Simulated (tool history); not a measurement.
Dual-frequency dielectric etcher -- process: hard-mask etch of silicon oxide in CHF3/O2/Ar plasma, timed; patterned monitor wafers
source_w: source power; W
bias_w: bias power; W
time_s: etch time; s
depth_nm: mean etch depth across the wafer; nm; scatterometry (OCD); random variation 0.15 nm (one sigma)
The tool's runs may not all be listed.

run,hour,source_w,bias_w,time_s,depth_nm
1,0,770,136,20,41.464
2,0.9,800,138,20,42.449
3,8.9,800,138,18.5,39.098
4,13.9,800,153,18.5,41.113
5,21.4,830,156,18.5,42.313
6,23.2,830,172,18.5,43.791

Expected results for the next run?
7,25.2,850,173,18.5,?

Run 7 yielded depth_nm 44.672 nm.

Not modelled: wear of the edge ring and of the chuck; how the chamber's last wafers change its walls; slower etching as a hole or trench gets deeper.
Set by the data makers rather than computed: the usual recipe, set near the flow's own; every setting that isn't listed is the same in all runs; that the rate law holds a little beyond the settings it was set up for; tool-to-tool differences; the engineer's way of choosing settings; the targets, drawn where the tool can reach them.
